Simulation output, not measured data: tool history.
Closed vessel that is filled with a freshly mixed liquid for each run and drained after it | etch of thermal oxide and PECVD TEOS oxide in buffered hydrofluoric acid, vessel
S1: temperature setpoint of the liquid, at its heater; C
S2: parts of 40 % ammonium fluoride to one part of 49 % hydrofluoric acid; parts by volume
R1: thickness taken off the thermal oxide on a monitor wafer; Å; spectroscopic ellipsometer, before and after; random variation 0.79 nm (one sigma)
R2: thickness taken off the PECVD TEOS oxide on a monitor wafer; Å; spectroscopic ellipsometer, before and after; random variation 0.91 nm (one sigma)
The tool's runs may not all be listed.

{"run": 1, "hour": 0.0, "S1": 23, "S2": 9, "time in the liquid (s)": 60, "R1": 675.45, "R2": 863.83}
{"run": 2, "hour": 2.4, "S1": 24, "S2": 9, "time in the liquid (s)": 60, "R1": 715.87, "R2": 901.17}
{"run": 3, "hour": 9.1, "S1": 24, "S2": 9, "time in the liquid (s)": 40, "R1": 473.36, "R2": 602.92}
{"run": 4, "hour": 11.8, "S1": 24, "S2": 8, "time in the liquid (s)": 40, "R1": 535.59, "R2": 676.45}
{"run": 5, "hour": 14.5, "S1": 22.5, "S2": 8, "time in the liquid (s)": 40, "R1": 496.56, "R2": 628.32}
{"run": 6, "hour": 18.2, "S1": 22.5, "S2": 8, "time in the liquid (s)": 60, "R1": 742.11, "R2": 944.74}
{"run": 7, "hour": 24.4, "S1": 23.5, "S2": 8, "time in the liquid (s)": 60, "R1": 790.73, "R2": 999.38}
{"run": 8, "hour": 26.0, "S1": 24, "S2": 8, "time in the liquid (s)": 60, "R1": 809.69, "R2": 1023.8}
{"run": 9, "hour": 28.6, "S1": 24.5, "S2": 8, "time in the liquid (s)": 60, "R1": 825.14, "R2": 1056.8}
{"run": 10, "hour": 33.0, "S1": 25, "S2": 8, "time in the liquid (s)": 60, "R1": 852.54, "R2": 1069.6}

The next listed run, before its measurement:
{"run": 11, "hour": 35.0, "S1": 25.5, "S2": 8, "time in the liquid (s)": 60, "R1": "?", "R2": "?"}

Run 11 gave R1 874.75 Å, R2 1105.8 Å.

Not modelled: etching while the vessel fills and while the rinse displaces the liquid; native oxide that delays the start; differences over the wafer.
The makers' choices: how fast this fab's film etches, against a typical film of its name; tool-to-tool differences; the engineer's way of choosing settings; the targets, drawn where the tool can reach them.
